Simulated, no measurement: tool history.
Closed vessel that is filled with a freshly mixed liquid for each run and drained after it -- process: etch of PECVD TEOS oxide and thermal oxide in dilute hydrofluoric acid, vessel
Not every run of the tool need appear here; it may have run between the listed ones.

| run | hour | temperature setpoint of the liquid (C) | parts of water to one part of 49 % hydrofluoric acid (parts by volume) | time in the liquid (s) | thickness taken off the PECVD TEOS oxide on a monitor wafer (nm) | thickness taken off the thermal oxide on a monitor wafer (nm) |
|---|---|---|---|---|---|---|
| 1 | 0.0 | 24.0 | 220 | 410 | 12.9960 | 8.1550 |
| 2 | 1.4 | 20.5 | 220 | 410 | 11.2510 | 7.1337 |
| 3 | 5.1 | 22.0 | 220 | 410 | 11.8920 | 7.5245 |
| 4 | 9.1 | 24.0 | 220 | 410 | 13.0000 | 8.1470 |
| 5 | 15.1 | 24.0 | 220 | 305 | 9.6449 | 6.0533 |
| 6 | 17.2 | 26.5 | 210 | 305 | 11.1820 | 7.0071 |
| 7 | 26.2 | 28.0 | 200 | 305 | 12.4790 | 7.8281 |
| 8 | 28.7 | 29.0 | 195 | 305 | 13.4500 | 8.4167 |
| 9 | 35.9 | 30.0 | 190 | 305 | 14.4090 | 8.9865 |
| 10 | 42.8 | 30.5 | 190 | 305 | 14.4290 | 9.1625 |

The next listed run, before its measurement:
| 11 | 45.1 | 31.0 | 190 | 305 | ? | ? |

thickness taken off the PECVD TEOS oxide on a monitor wafer (nm): 14.6270
thickness taken off the thermal oxide on a monitor wafer (nm): 9.3578
